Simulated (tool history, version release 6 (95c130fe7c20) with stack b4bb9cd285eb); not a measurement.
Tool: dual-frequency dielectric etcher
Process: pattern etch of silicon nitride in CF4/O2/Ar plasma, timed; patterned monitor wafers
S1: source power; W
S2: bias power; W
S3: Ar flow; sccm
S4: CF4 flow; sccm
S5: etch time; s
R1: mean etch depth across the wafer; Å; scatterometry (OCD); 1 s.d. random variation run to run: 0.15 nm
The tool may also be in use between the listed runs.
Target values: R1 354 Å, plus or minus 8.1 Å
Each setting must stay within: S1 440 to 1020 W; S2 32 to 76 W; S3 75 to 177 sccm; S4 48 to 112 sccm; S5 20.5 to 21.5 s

run  hour   S1  S2   S3  S4    S5      R1
  1     0  730  54  126  80  20.5  528.36
  2   2.7  650  52  128  79  20.5  458.72
  3  11.2  600  52  128  79  20.5   419.3
  4  12.5  600  52  128  84  20.5  420.63
  5  15.3  600  52  128  84  20.5  422.97
  6    19  570  52  128  84  20.5  399.87
  7  27.4  570  52  128  84  20.5  397.89
  8  34.6  550  52  128  84  20.5  379.95
  9    37  540  52  128  84  20.5  377.02
 10  42.3  530  52  128  84  20.5  367.54

Consider the 5 candidate settings below. Which is the only one whose results all fall within their allowed miss of target?
  A  47.6  510  62  159  82  20.5   ?
  B  47.6  520  44  115  97  21.5   ?
  C  47.6  510  49  146  72  21.5   ?
  D  47.6  550  47  132  80  21.5   ?
  E  47.6  520  51  124  96  21.5   ?

move      R1
   A  381.45
   B  351.93
   C  339.87
   D  372.15
   E  382.53
A: further off than the last run
B: in spec on every target
C: the result that was furthest off in the last run now lies on the other side of its target
D: further off than the last run
E: further off than the last run
The right move is B.
